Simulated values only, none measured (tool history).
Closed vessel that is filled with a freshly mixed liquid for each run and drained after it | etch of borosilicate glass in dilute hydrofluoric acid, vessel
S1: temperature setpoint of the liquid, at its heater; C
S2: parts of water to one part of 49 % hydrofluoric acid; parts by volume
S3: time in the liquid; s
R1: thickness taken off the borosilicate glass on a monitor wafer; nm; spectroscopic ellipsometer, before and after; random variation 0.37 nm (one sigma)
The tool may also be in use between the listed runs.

run 1 hour=0.0 | S1=22.0 S2=55 S3=95 | R1=60.402
run 2 hour=4.6 | S1=23.0 S2=55 S3=95 | R1=62.611
run 3 hour=11.2 | S1=24.0 S2=55 S3=95 | R1=65.975
run 4 hour=12.1 | S1=24.0 S2=65 S3=95 | R1=55.090
run 5 hour=15.9 | S1=25.0 S2=65 S3=95 | R1=57.192
run 6 hour=20.9 | S1=25.0 S2=65 S3=105 | R1=63.129
run 7 hour=21.8 | S1=25.5 S2=65 S3=105 | R1=64.638
run 8 hour=26.5 | S1=26.0 S2=65 S3=105 | R1=65.922
run 9 hour=27.9 | S1=26.0 S2=65 S3=105 | R1=65.824

Forecast run 10:
run 10 hour=32.3 | S1=26.5 S2=65 S3=105 | R1=?

{"run 10": {"R1": 67.432}}

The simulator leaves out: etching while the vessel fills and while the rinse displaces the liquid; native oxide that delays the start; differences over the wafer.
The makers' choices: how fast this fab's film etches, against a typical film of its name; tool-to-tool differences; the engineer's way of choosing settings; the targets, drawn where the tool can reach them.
